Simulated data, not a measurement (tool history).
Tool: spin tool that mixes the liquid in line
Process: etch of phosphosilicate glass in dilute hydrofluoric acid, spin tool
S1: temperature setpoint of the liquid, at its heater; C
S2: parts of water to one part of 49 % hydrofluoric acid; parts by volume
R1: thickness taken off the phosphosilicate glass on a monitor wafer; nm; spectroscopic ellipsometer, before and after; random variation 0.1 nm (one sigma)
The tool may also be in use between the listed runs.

{"run": 1, "hour": 0.0, "S1": 20.0, "S2": 175, "time under the liquid (s)": 15, "R1": 6.1268}
{"run": 2, "hour": 7.0, "S1": 17.5, "S2": 175, "time under the liquid (s)": 15, "R1": 5.4201}
{"run": 3, "hour": 9.4, "S1": 20.5, "S2": 155, "time under the liquid (s)": 15, "R1": 7.0318}
{"run": 4, "hour": 12.2, "S1": 17.0, "S2": 155, "time under the liquid (s)": 15, "R1": 6.1533}
{"run": 5, "hour": 21.0, "S1": 20.0, "S2": 140, "time under the liquid (s)": 15, "R1": 7.7857}
{"run": 6, "hour": 28.8, "S1": 17.0, "S2": 140, "time under the liquid (s)": 15, "R1": 7.002}
{"run": 7, "hour": 32.2, "S1": 17.0, "S2": 140, "time under the liquid (s)": 15, "R1": 6.912}
{"run": 8, "hour": 33.9, "S1": 20.0, "S2": 130, "time under the liquid (s)": 15, "R1": 8.3894}
{"run": 9, "hour": 35.2, "S1": 22.0, "S2": 125, "time under the liquid (s)": 15, "R1": 9.7763}

What will run 10 give?
{"run": 10, "hour": 41.8, "S1": 23.5, "S2": 125, "time under the liquid (s)": 15, "R1": "?"}

{"run 10": {"R1": 10.154}}

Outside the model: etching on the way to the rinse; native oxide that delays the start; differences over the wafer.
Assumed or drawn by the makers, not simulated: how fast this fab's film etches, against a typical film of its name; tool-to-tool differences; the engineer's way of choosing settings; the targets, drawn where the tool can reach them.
